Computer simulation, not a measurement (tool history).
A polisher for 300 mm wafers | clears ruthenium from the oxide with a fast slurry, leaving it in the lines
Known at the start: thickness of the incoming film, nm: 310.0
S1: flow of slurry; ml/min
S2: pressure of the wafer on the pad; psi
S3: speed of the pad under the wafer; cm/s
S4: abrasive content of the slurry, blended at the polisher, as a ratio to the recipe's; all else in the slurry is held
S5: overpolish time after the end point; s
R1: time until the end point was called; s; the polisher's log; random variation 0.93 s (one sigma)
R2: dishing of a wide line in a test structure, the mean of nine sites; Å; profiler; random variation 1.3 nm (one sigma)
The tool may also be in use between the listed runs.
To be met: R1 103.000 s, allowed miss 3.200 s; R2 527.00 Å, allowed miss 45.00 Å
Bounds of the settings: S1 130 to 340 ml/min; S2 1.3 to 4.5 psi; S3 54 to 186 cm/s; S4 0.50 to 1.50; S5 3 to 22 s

{"run": 1, "hour": 0.0, "S1": 220, "S2": 2.9, "S3": 118, "S4": 1.0, "S5": 11, "R1": 71.248, "R2": 447.3}
{"run": 2, "hour": 8.6, "S1": 220, "S2": 2.8, "S3": 118, "S4": 1.0, "S5": 12, "R1": 73.495, "R2": 477.98}
{"run": 3, "hour": 10.9, "S1": 220, "S2": 2.7, "S3": 118, "S4": 1.0, "S5": 12, "R1": 76.533, "R2": 455.82}
{"run": 4, "hour": 14.4, "S1": 220, "S2": 2.7, "S3": 118, "S4": 1.0, "S5": 10, "R1": 76.143, "R2": 391.16}
{"run": 5, "hour": 22.8, "S1": 195, "S2": 2.7, "S3": 118, "S4": 1.0, "S5": 10, "R1": 77.859, "R2": 385.57}
{"run": 6, "hour": 29.8, "S1": 195, "S2": 2.6, "S3": 118, "S4": 1.0, "S5": 11, "R1": 80.702, "R2": 393.6}
{"run": 7, "hour": 36.1, "S1": 195, "S2": 2.5, "S3": 118, "S4": 1.0, "S5": 12, "R1": 82.277, "R2": 408.46}
{"run": 8, "hour": 44.7, "S1": 195, "S2": 2.4, "S3": 118, "S4": 1.0, "S5": 13, "R1": 87.174, "R2": 413.59}
{"run": 9, "hour": 50.7, "S1": 195, "S2": 2.4, "S3": 118, "S4": 1.0, "S5": 14, "R1": 85.746, "R2": 485.52}
{"run": 10, "hour": 59.3, "S1": 195, "S2": 2.3, "S3": 118, "S4": 1.0, "S5": 14, "R1": 90.594, "R2": 449.15}
{"run": 11, "hour": 62.3, "S1": 195, "S2": 2.3, "S3": 118, "S4": 1.0, "S5": 14, "R1": 90.035, "R2": 460.47}
{"run": 12, "hour": 64.6, "S1": 185, "S2": 1.9, "S3": 118, "S4": 1.0, "S5": 18, "R1": 106.64, "R2": 471.18}

4 next moves are on the table. One of them brings every result within its allowed miss. Which?
{"run": "A", "hour": 66.9, "S1": 190, "S2": 1.8, "S3": 116, "S4": 1.1, "S5": 20, "R1": "?", "R2": "?"}
{"run": "B", "hour": 66.9, "S1": 130, "S2": 2.4, "S3": 100, "S4": 0.8, "S5": 17, "R1": "?", "R2": "?"}
{"run": "C", "hour": 66.9, "S1": 130, "S2": 2.1, "S3": 128, "S4": 0.8, "S5": 19, "R1": "?", "R2": "?"}
{"run": "D", "hour": 66.9, "S1": 185, "S2": 1.7, "S3": 134, "S4": 1.15, "S5": 15, "R1": "?", "R2": "?"}

move=A R1=111.530 R2=524.79
move=B R1=114.130 R2=445.90
move=C R1=102.400 R2=540.49
move=D R1=101.070 R2=444.48
A: brings the result that was furthest off to its target, and leaves another outside
B: further off than the last run
C: meets every target
D: further off than the last run
Move C is the one to make.

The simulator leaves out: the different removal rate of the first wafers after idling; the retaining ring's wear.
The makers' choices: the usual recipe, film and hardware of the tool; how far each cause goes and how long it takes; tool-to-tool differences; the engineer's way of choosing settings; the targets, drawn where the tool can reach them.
